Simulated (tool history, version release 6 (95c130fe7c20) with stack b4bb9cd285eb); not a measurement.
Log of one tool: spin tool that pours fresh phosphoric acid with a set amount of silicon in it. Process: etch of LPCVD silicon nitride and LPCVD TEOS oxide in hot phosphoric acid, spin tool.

| run | hour | temperature setpoint of the liquid (C) | silicon dissolved in the acid as it is poured (mg a litre) | time under the liquid (s) | thickness taken off the LPCVD silicon nitride on a monitor wafer (angstrom) | thickness taken off the LPCVD TEOS oxide on a monitor wafer (angstrom) |
|---|---|---|---|---|---|---|
| 1 | 0.0 | 163.0 | 17.5 | 150 | 141.810 | 6.1576 |
| 2 | 6.5 | 163.0 | 8.0 | 150 | 141.090 | 7.2226 |
| 3 | 7.7 | 163.0 | 3.0 | 150 | 141.230 | 8.7607 |
| 4 | 12.3 | 162.5 | 5.0 | 145 | 133.450 | 7.7881 |
| 5 | 19.0 | 162.5 | 0.0 | 145 | 134.020 | 8.0422 |
| 6 | 23.6 | 160.5 | 0.0 | 145 | 125.660 | 6.9352 |
| 7 | 28.9 | 160.0 | 2.0 | 140 | 119.570 | 5.8869 |
| 8 | 30.3 | 158.0 | 7.0 | 125 | 100.140 | 4.1228 |
| 9 | 31.0 | 158.0 | 7.5 | 125 | 99.671 | 4.3628 |
| 10 | 34.2 | 158.0 | 7.5 | 125 | 100.190 | 4.1651 |
| 11 | 37.1 | 158.0 | 8.0 | 125 | 100.730 | 4.0343 |
| 12 | 43.8 | 158.0 | 8.5 | 125 | 98.928 | 4.1443 |
| 13 | 46.9 | 158.0 | 9.5 | 125 | 100.240 | 4.3526 |
| 14 | 47.7 | 158.0 | 11.5 | 125 | 100.050 | 3.9566 |
| 15 | 55.9 | 158.0 | 12.0 | 125 | 99.028 | 3.9652 |
| 16 | 58.6 | 158.0 | 12.5 | 125 | 99.627 | 3.9290 |

The next listed run, before its measurement:
| 17 | 60.7 | 158.0 | 13.0 | 125 | ? | ? |

Run 17 gave thickness taken off the LPCVD silicon nitride on a monitor wafer (angstrom) 99.246, thickness taken off the LPCVD TEOS oxide on a monitor wafer (angstrom) 3.9006.

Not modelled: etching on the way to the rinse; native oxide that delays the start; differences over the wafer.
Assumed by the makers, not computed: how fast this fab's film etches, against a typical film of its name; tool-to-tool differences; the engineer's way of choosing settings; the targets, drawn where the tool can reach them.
